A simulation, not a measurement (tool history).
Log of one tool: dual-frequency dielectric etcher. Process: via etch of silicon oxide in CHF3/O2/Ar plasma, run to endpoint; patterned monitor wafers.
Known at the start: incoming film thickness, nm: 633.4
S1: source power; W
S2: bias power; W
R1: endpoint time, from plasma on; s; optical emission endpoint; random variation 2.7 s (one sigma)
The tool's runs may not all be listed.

run  hour   S1   S2      R1
  1   0.0  780  174  286.93
  2   2.9  750  171  296.06
  3   7.6  850  171  278.87
  4  14.7  850  146  291.43
  5  19.5  820  144  295.24
  6  27.7  820  170  284.26
  7  30.6  780  167  291.63
  8  37.6  750  165  296.60
     40.6  -- bias power generator calibrated
  9  40.6  720  163  297.19
 10  46.6  690  158  304.21
 11  54.0  670  155  314.42
 12  58.5  660  154  308.87
 13  64.2  640  151  312.97

Forecast run 14:
 14  69.9  620  149   ?

Run 14 gave R1 317.13 s.

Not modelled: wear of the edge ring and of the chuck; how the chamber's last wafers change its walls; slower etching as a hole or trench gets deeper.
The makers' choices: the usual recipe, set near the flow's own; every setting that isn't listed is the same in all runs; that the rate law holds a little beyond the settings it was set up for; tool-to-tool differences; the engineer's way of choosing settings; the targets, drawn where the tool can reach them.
